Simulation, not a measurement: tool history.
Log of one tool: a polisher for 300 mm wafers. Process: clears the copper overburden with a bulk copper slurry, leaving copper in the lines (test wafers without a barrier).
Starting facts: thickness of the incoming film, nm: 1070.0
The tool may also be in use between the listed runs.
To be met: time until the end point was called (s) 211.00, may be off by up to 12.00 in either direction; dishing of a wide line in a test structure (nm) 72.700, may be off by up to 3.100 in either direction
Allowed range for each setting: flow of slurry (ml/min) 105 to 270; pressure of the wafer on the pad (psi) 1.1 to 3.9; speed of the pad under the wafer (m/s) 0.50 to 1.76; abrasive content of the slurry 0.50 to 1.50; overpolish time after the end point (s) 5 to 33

run,hour,flow of slurry (ml/min),pressure of the wafer on the pad (psi),speed of the pad under the wafer (m/s),abrasive content of the slurry,overpolish time after the end point (s),time until the end point was called (s),dishing of a wide line in a test structure (nm)
1,0.0,175,2.5,1.12,1.00,17,145.47,72.842
2,9.0,175,2.3,1.10,1.00,19,157.94,73.723
3,14.9,210,2.3,1.10,1.00,19,157.56,73.568
4,16.5,210,2.3,1.10,1.00,15,161.24,64.505
5,19.0,210,2.3,1.10,1.20,15,157.55,64.625
6,19.9,210,2.2,1.08,1.20,17,161.09,66.506
7,21.7,210,2.1,1.06,1.15,19,171.23,68.318
8,27.9,210,2.0,1.04,1.15,20,182.66,68.099
9,35.8,210,1.9,1.04,1.15,21,193.35,66.453
10,37.3,210,1.9,1.04,1.15,21,196.87,66.147
11,37.8,210,1.9,1.04,1.15,22,199.01,68.984
12,40.7,210,1.9,1.04,1.15,23,197.23,70.208

Which one of the following 5 next-run settings gets every result inside its allowed miss? There is exactly one.
A,43.6,210,1.9,1.12,1.05,23,?,?
B,43.6,245,1.8,1.18,1.35,20,?,?
C,43.6,190,1.9,1.08,1.15,20,?,?
D,43.6,215,1.7,1.12,1.30,22,?,?
E,43.6,205,2.0,0.92,1.10,26,?,?

move,time until the end point was called (s),dishing of a wide line in a test structure (nm)
A,185.25,72.654
B,173.85,68.768
C,191.34,65.648
D,197.58,66.673
E,212.16,72.913
A: further off than the last run
B: further off than the last run
C: further off than the last run
D: further off than the last run
E: all results in spec
Answer: E
